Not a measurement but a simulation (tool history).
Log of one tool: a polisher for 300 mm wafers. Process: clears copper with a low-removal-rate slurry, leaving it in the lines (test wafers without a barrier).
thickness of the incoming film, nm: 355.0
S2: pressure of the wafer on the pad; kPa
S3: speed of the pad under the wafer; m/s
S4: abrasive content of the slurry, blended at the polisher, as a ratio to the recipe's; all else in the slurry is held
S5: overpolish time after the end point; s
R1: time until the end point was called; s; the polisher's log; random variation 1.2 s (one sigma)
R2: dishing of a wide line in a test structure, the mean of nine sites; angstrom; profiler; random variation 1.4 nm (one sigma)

{"run": 1, "hour": 0.0, "flow of slurry (ml/min)": 210, "S2": 14.5, "S3": 1.38, "S4": 1, "S5": 22, "R1": 113.19, "R2": 446.06}
{"run": 2, "hour": 6.4, "flow of slurry (ml/min)": 210, "S2": 15.2, "S3": 1.38, "S4": 1, "S5": 24, "R1": 107.61, "R2": 492.44}
{"run": 3, "hour": 9.1, "flow of slurry (ml/min)": 165, "S2": 15.2, "S3": 1.38, "S4": 1, "S5": 24, "R1": 112.19, "R2": 469.33}
{"run": 4, "hour": 16.8, "flow of slurry (ml/min)": 170, "S2": 15.2, "S3": 1.38, "S4": 1, "S5": 26, "R1": 111.41, "R2": 495.53}
{"run": 5, "hour": 18.9, "flow of slurry (ml/min)": 180, "S2": 15.2, "S3": 1.38, "S4": 1, "S5": 28, "R1": 106.64, "R2": 529.77}
{"run": 6, "hour": 26.2, "flow of slurry (ml/min)": 180, "S2": 15.2, "S3": 1.38, "S4": 1, "S5": 30, "R1": 111.21, "R2": 572.56}
{"run": 7, "hour": 31.7, "flow of slurry (ml/min)": 185, "S2": 15.2, "S3": 1.38, "S4": 1, "S5": 31, "R1": 110.86, "R2": 584.63}
{"run": 8, "hour": 33.1, "flow of slurry (ml/min)": 190, "S2": 15.2, "S3": 1.38, "S4": 1, "S5": 32, "R1": 108.69, "R2": 596.55}
{"run": 9, "hour": 38.9, "flow of slurry (ml/min)": 195, "S2": 15.2, "S3": 1.38, "S4": 1, "S5": 33, "R1": 109.7, "R2": 603.42}
{"run": 10, "hour": 44.6, "flow of slurry (ml/min)": 195, "S2": 15.2, "S3": 1.38, "S4": 1, "S5": 34, "R1": 109.66, "R2": 619.3}

Forecast run 11:
{"run": 11, "hour": 45.7, "flow of slurry (ml/min)": 200, "S2": 15.9, "S3": 1.38, "S4": 1, "S5": 35, "R1": "?", "R2": "?"}

R1: 106.07 s
R2: 654.37 angstrom
